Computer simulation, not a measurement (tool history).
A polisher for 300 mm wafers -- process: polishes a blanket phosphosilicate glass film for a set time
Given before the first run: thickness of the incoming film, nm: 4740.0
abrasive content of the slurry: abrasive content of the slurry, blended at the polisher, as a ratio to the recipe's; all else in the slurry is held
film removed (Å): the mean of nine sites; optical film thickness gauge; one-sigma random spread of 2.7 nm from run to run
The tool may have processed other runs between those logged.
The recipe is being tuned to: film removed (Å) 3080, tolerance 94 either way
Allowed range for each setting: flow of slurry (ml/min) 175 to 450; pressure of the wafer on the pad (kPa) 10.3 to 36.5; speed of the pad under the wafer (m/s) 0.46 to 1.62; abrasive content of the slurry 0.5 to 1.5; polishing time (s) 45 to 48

run  hour  flow of slurry (ml/min)  pressure of the wafer on the pad (kPa)  speed of the pad under the wafer (m/s)  abrasive content of the slurry  polishing time (s)  film removed (Å)
  1     0                      290                                    23.4                                    1.04                               1                  45            4450.7
  2   7.6                      290                                      29                                    1.04                               1                  45            5232.4
  3  13.1                      290                                    23.4                                    1.02                               1                  45            4392.3
  4  16.5                      290                                      20                                    1.02                               1                  45            3947.8
  5  24.7                      290                                      20                                    1.02                               1                  45            3937.5
  6  28.5                      290                                      20                                    1.02                             1.1                  45            4152.9
  7  29.2                      290                                    17.2                                    1.02                             1.1                  45            3703.1
  8  37.3                      290                                    15.9                                    1.02                             1.1                  45            3378.1
  9  40.4                      290                                    15.2                                    1.02                             1.1                  45            3289.5
 10    45                      290                                    14.5                                    1.02                             1.1                  45            3189.7

Which single option among these 4 for the next run brings every result within its allowed miss of target? Just one does.
  A  49.6                      285                                    14.5                                    1.12                            0.85                  45                 ?
  B  49.6                      180                                    14.5                                    1.02                            1.35                  45                 ?
  C  49.6                      260                                    12.4                                     0.9                            1.25                  45                 ?
  D  49.6                      260                                    13.8                                    1.06                             1.1                  47                 ?

move  film removed (Å)
   A            3088.8
   B              3440
   C            2792.8
   D              3370
A: all results land within tolerance of their targets
B: the biggest miss grows against the last run
C: carries the result that was furthest off beyond its target, to the other side
D: the biggest miss grows against the last run
Correct choice: A, which meets every target
